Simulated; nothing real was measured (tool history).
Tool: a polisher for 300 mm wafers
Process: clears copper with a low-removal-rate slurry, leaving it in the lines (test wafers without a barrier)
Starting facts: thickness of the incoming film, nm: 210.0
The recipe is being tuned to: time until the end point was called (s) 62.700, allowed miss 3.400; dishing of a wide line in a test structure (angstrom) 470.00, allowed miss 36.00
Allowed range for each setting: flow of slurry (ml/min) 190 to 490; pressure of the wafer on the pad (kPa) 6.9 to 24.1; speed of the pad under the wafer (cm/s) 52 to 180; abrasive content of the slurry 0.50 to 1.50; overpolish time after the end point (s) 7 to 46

run	hour	flow of slurry (ml/min)	pressure of the wafer on the pad (kPa)	speed of the pad under the wafer (cm/s)	abrasive content of the slurry	overpolish time after the end point (s)	time until the end point was called (s)	dishing of a wide line in a test structure (angstrom)
1	0.0	315	15.2	116	1.00	24	100.500	413.05
2	3.9	315	11.0	116	1.00	24	135.250	311.26
3	5.4	315	13.8	118	1.00	22	106.740	349.33
4	12.6	315	13.8	118	1.15	22	101.880	373.79
5	16.7	315	15.2	120	1.15	21	92.836	371.07
6	22.8	315	16.5	120	1.15	20	86.801	406.92
7	23.5	315	20.7	130	1.15	11	64.855	296.37
8	27.5	320	20.0	136	1.20	22	62.209	548.79
9	34.7	320	20.0	136	1.20	21	63.020	542.35
10	38.0	320	20.0	136	1.20	16	63.319	430.31

Exactly one of the 4 candidate moves below puts every result within its allowed miss. Which one?
A	41.3	380	18.6	136	1.25	13	?	?
B	41.3	315	17.2	160	1.05	24	?	?
C	41.3	400	21.4	108	1.50	24	?	?
D	41.3	270	22.8	120	1.35	18	?	?

move	time until the end point was called (s)	dishing of a wide line in a test structure (angstrom)
A	63.976	322.90
B	61.501	555.08
C	67.233	526.76
D	59.653	460.08
A: its largest miss is bigger than the last run's
B: the result that was furthest off in the last run now lies on the other side of its target
C: the result that was furthest off in the last run now lies on the other side of its target
D: every result within its allowed miss
Go with D: it meets all targets.
